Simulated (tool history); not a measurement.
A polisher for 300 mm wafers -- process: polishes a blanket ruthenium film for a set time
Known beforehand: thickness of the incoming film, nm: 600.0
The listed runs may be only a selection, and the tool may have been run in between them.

run  hour  flow of slurry (ml/min)  pressure of the wafer on the pad (psi)  speed of the pad under the wafer (m/s)  polishing time (s)  film removed (Å)
  1     0                      240                                     1.9                                    0.88                  50            449.78
  2   8.7                      240                                     1.9                                    0.68                  50            352.43
  3   9.7                      240                                     1.6                                    0.68                  50            299.55
  4  15.3                      190                                     1.6                                    0.68                  50            298.35
  5  23.7                      190                                     1.6                                    0.68                  50             292.1
  6  31.2                      190                                     1.5                                    0.68                  50            282.53

Estimate the outcome of run 7 from the log above:
  7  36.2                      190                                       1                                    0.66                  50                 ?

film removed (Å): 190.45
